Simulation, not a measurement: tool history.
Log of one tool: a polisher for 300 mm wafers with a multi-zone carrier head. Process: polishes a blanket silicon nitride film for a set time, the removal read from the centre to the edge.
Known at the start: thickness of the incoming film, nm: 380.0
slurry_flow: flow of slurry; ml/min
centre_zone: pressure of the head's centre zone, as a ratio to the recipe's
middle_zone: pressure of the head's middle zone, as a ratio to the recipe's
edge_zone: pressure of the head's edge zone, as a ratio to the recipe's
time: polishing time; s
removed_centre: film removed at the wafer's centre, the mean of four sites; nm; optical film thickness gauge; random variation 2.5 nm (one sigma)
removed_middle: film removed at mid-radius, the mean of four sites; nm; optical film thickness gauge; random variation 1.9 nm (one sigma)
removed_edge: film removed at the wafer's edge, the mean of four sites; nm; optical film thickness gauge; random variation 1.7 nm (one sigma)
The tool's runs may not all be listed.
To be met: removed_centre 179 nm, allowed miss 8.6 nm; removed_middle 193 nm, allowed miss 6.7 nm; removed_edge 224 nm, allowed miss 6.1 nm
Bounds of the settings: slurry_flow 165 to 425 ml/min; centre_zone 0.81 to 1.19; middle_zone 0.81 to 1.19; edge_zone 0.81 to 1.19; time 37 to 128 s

Run 1, hour 0: slurry_flow 275 ml/min, centre_zone 1, middle_zone 1, edge_zone 1, time 82 s. Result: removed_centre 147.62 nm, removed_middle 156.09 nm, removed_edge 155.05 nm.
Run 2, hour 7.6: slurry_flow 275 ml/min, centre_zone 0.98, middle_zone 0.99, edge_zone 1.04, time 87 s. Result: removed_centre 150.81 nm, removed_middle 165.99 nm, removed_edge 167.81 nm.
Run 3, hour 11.9: slurry_flow 275 ml/min, centre_zone 0.98, middle_zone 0.99, edge_zone 1.04, time 106 s. Result: removed_centre 183.91 nm, removed_middle 195.86 nm, removed_edge 203.02 nm.
Run 4, hour 17.1: slurry_flow 275 ml/min, centre_zone 0.97, middle_zone 0.98, edge_zone 1.07, time 107 s. Result: removed_centre 180.8 nm, removed_middle 197.39 nm, removed_edge 208.15 nm.
Run 5, hour 22.4: slurry_flow 275 ml/min, centre_zone 1.05, middle_zone 0.98, edge_zone 1.07, time 107 s. Result: removed_centre 195.38 nm, removed_middle 201.07 nm, removed_edge 206.81 nm.
At hour 25.8: centre zone pressure recalibrated.
Run 6, hour 25.8: slurry_flow 275 ml/min, centre_zone 1.1, middle_zone 0.98, edge_zone 1.07, time 107 s. Result: removed_centre 216.99 nm, removed_middle 198.52 nm, removed_edge 206.81 nm.
Run 7, hour 27.3: slurry_flow 270 ml/min, centre_zone 1.07, middle_zone 0.96, edge_zone 1.09, time 108 s. Result: removed_centre 208.73 nm, removed_middle 193.81 nm, removed_edge 212.26 nm.
Run 8, hour 34.2: slurry_flow 270 ml/min, centre_zone 1.04, middle_zone 0.96, edge_zone 1.1, time 108 s. Result: removed_centre 209.76 nm, removed_middle 195.88 nm, removed_edge 214.55 nm.
Run 9, hour 39.2: slurry_flow 195 ml/min, centre_zone 0.94, middle_zone 0.94, edge_zone 1.19, time 107 s. Result: removed_centre 171.72 nm, removed_middle 180.15 nm, removed_edge 212.74 nm.
Run 10, hour 41.6: slurry_flow 195 ml/min, centre_zone 0.94, middle_zone 0.94, edge_zone 1.19, time 107 s. Result: removed_centre 174.44 nm, removed_middle 181.87 nm, removed_edge 212.22 nm.
Run 11, hour 45: slurry_flow 205 ml/min, centre_zone 0.94, middle_zone 0.94, edge_zone 1.19, time 108 s. Result: removed_centre 181.34 nm, removed_middle 185.64 nm, removed_edge 218.16 nm.
Run 12, hour 49.2: slurry_flow 210 ml/min, centre_zone 0.93, middle_zone 0.94, edge_zone 1.19, time 108 s. Result: removed_centre 180.83 nm, removed_middle 184.37 nm, removed_edge 216.95 nm.

Which of these 4 next moves meets every target?
Run A, hour 53.4: slurry_flow 165 ml/min, centre_zone 0.92, middle_zone 0.96, edge_zone 1.19, time 114 s. Result: removed_centre ?, removed_middle ?, removed_edge ?.
Run B, hour 53.4: slurry_flow 225 ml/min, centre_zone 0.81, middle_zone 0.87, edge_zone 1.12, time 107 s. Result: removed_centre ?, removed_middle ?, removed_edge ?.
Run C, hour 53.4: slurry_flow 170 ml/min, centre_zone 0.97, middle_zone 0.92, edge_zone 1.19, time 107 s. Result: removed_centre ?, removed_middle ?, removed_edge ?.
Run D, hour 53.4: slurry_flow 265 ml/min, centre_zone 0.88, middle_zone 0.87, edge_zone 1.19, time 109 s. Result: removed_centre ?, removed_middle ?, removed_edge ?.

move  removed_centre  removed_middle  removed_edge
   A          179.43          191.45        222.88
   B          157.57          175.19        211.53
   C          178.88          174.48        210.27
   D          178.81          182.33        225.93
A: meets every target
B: further off than the last run
C: further off than the last run
D: further off than the last run
Answer: A
